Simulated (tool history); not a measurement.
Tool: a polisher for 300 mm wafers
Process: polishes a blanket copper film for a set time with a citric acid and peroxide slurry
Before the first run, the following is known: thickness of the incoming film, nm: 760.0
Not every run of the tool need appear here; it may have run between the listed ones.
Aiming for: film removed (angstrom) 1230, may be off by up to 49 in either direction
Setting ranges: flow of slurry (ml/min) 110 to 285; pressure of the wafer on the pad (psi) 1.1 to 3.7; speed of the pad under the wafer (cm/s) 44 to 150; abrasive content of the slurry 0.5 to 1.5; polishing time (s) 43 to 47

run  hour  flow of slurry (ml/min)  pressure of the wafer on the pad (psi)  speed of the pad under the wafer (cm/s)  abrasive content of the slurry  polishing time (s)  film removed (angstrom)
  1     0                      180                                     2.4                                       96                               1                  47                   845.22
  2   3.2                      180                                     2.6                                       96                               1                  47                   920.35
  3   5.1                      180                                     2.6                                       82                               1                  47                   807.51
  4   7.2                      180                                       2                                       82                               1                  47                   626.49
  5     9                      180                                       2                                       98                               1                  47                   719.89
     12.7  -- slurry nozzle cleaned
  6  12.7                      180                                     1.6                                       98                               1                  47                   629.68
  7  19.2                      180                                     1.9                                       98                               1                  47                   737.15
  8  23.5                      180                                     2.1                                       98                               1                  47                   799.13
  9  28.8                      190                                     2.7                                      102                               1                  47                   1055.3
 10  29.3                      200                                     2.7                                      102                               1                  47                   1062.9
 11  34.8                      205                                     2.7                                      102                               1                  47                   1076.1
 12  35.4                      215                                     2.7                                      102                               1                  47                   1084.2
 13  42.3                      220                                     2.7                                      102                               1                  47                   1086.4

Of the 4 settings listed for the next run, only one would bring every result within its allowed miss of target. Which one?
  A  49.2                      235                                     2.8                                       84                            0.95                  44                        ?
  B  49.2                      185                                     2.9                                      102                            0.95                  47                        ?
  C  49.2                      245                                       3                                      114                             1.2                  43                        ?
  D  49.2                      230                                     2.8                                      100                            0.95                  43                        ?

move  film removed (angstrom)
   A                   863.33
   B                   1106.9
   C                   1236.7
   D                   986.14
A: the biggest miss grows against the last run
B: closes in on the targets versus the last run, not all within tolerance yet
C: every result within its allowed miss
D: the biggest miss grows against the last run
So the answer is move C, the one that meets all the targets.
